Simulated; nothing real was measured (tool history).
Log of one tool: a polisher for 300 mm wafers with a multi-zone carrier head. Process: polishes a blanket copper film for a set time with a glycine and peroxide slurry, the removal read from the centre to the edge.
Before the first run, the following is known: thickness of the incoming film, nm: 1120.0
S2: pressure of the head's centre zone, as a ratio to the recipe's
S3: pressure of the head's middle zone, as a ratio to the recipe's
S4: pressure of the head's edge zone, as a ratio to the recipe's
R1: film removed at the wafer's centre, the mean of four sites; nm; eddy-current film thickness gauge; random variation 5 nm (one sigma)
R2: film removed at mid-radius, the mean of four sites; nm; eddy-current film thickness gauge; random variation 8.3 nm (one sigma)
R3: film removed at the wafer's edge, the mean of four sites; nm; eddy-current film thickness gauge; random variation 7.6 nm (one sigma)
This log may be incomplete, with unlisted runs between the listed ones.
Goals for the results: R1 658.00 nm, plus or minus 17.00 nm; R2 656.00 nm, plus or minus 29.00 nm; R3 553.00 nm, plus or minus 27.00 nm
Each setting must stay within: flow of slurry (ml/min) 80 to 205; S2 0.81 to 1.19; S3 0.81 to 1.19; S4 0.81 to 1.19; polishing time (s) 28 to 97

run 1 hour=0.0 | flow_of_slurry_(ml/min)=135 S2=1.00 S3=1.00 S4=1.00 polishing_time_(s)=62 | R1=376.71 R2=385.84 R3=410.48
run 2 hour=2.6 | flow_of_slurry_(ml/min)=150 S2=1.05 S3=1.06 S4=0.98 polishing_time_(s)=67 | R1=444.19 R2=453.54 R3=449.44
run 3 hour=9.3 | flow_of_slurry_(ml/min)=150 S2=1.00 S3=1.06 S4=0.98 polishing_time_(s)=67 | R1=423.45 R2=456.07 R3=436.31
run 4 hour=17.0 | flow_of_slurry_(ml/min)=165 S2=1.05 S3=1.10 S4=0.97 polishing_time_(s)=71 | R1=492.25 R2=511.01 R3=479.60
run 5 hour=18.4 | flow_of_slurry_(ml/min)=165 S2=0.97 S3=1.10 S4=0.97 polishing_time_(s)=71 | R1=454.69 R2=511.71 R3=467.54
run 6 hour=24.1 | flow_of_slurry_(ml/min)=165 S2=0.89 S3=1.10 S4=0.97 polishing_time_(s)=71 | R1=408.29 R2=512.76 R3=471.00
-- hour=27.9 slurry nozzle cleaned
run 7 hour=27.9 | flow_of_slurry_(ml/min)=175 S2=0.96 S3=1.12 S4=0.97 polishing_time_(s)=74 | R1=537.62 R2=614.97 R3=541.79
run 8 hour=30.2 | flow_of_slurry_(ml/min)=185 S2=0.98 S3=1.11 S4=0.94 polishing_time_(s)=74 | R1=547.61 R2=604.17 R3=543.76
run 9 hour=33.1 | flow_of_slurry_(ml/min)=190 S2=1.01 S3=1.13 S4=0.92 polishing_time_(s)=73 | R1=564.50 R2=614.28 R3=524.23

Exactly one of the 4 candidate moves below puts every result within its allowed miss. Which one?
run A hour=36.0 | flow_of_slurry_(ml/min)=200 S2=1.11 S3=1.14 S4=0.88 polishing_time_(s)=77 | R1=? R2=? R3=?
run B hour=36.0 | flow_of_slurry_(ml/min)=205 S2=1.04 S3=1.15 S4=0.99 polishing_time_(s)=78 | R1=? R2=? R3=?
run C hour=36.0 | flow_of_slurry_(ml/min)=145 S2=0.96 S3=1.07 S4=0.81 polishing_time_(s)=74 | R1=? R2=? R3=?
run D hour=36.0 | flow_of_slurry_(ml/min)=150 S2=0.87 S3=1.08 S4=1.00 polishing_time_(s)=74 | R1=? R2=? R3=?

move=A R1=653.63 R2=653.50 R3=546.60
move=B R1=622.58 R2=669.28 R3=586.47
move=C R1=509.74 R2=564.78 R3=486.85
move=D R1=465.12 R2=573.03 R3=538.81
A: hits every target within its allowed miss
B: an improvement on the last run, though not all results are within tolerance
C: the biggest miss grows against the last run
D: the biggest miss grows against the last run
Go with A: it meets all targets.

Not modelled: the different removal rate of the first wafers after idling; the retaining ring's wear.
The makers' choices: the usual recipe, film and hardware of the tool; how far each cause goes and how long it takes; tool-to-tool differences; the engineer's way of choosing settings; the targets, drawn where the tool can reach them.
